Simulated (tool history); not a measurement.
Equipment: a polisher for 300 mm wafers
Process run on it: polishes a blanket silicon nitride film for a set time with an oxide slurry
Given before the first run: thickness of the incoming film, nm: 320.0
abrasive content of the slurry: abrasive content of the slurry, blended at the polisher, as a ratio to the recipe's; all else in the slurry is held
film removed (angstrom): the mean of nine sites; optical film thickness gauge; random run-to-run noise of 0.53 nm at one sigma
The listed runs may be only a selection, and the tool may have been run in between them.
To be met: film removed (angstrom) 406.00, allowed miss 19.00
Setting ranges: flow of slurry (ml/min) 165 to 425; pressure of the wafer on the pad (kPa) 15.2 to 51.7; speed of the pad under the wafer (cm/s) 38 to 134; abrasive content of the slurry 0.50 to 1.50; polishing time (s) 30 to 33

run  hour  flow of slurry (ml/min)  pressure of the wafer on the pad (kPa)  speed of the pad under the wafer (cm/s)  abrasive content of the slurry  polishing time (s)  film removed (angstrom)
  1   0.0                      275                                    33.1                                       86                            1.00                  33                   290.11
  2   3.8                      275                                    35.9                                       86                            1.00                  33                   293.99
  3  11.7                      275                                    39.3                                       88                            1.00                  33                   322.61
  4  18.4                      275                                    36.5                                       88                            1.00                  33                   312.15
  5  23.3                      275                                    39.3                                       90                            1.00                  33                   337.38
  6  27.5                      275                                    41.4                                       90                            1.00                  33                   352.03
  7  30.8                      275                                    42.7                                       90                            1.00                  33                   372.46
  8  36.9                      275                                    43.4                                       90                            1.00                  33                   362.01
     37.9  -- head pressure recalibrated
  9  37.9                      275                                    44.8                                       90                            1.00                  33                   357.64
 10  39.4                      275                                    46.2                                       92                            1.00                  33                   357.35

Exercise: of the 4 proposed moves below, exactly one satisfies all targets within the stated allowed misses. Which move is it?
  A  40.9                      260                                    46.9                                       92                            1.05                  32                        ?
  B  40.9                      280                                    46.2                                       98                            1.10                  30                        ?
  C  40.9                      300                                    45.5                                      122                            0.90                  32                        ?
  D  40.9                      260                                    48.3                                      100                            0.95                  30                        ?

move  film removed (angstrom)
   A                   362.00
   B                   361.38
   C                   401.90
   D                   349.99
A: an improvement on the last run, though not all results are within tolerance
B: an improvement on the last run, though not all results are within tolerance
C: meets every target
D: further off than the last run
Move C is the one to make.

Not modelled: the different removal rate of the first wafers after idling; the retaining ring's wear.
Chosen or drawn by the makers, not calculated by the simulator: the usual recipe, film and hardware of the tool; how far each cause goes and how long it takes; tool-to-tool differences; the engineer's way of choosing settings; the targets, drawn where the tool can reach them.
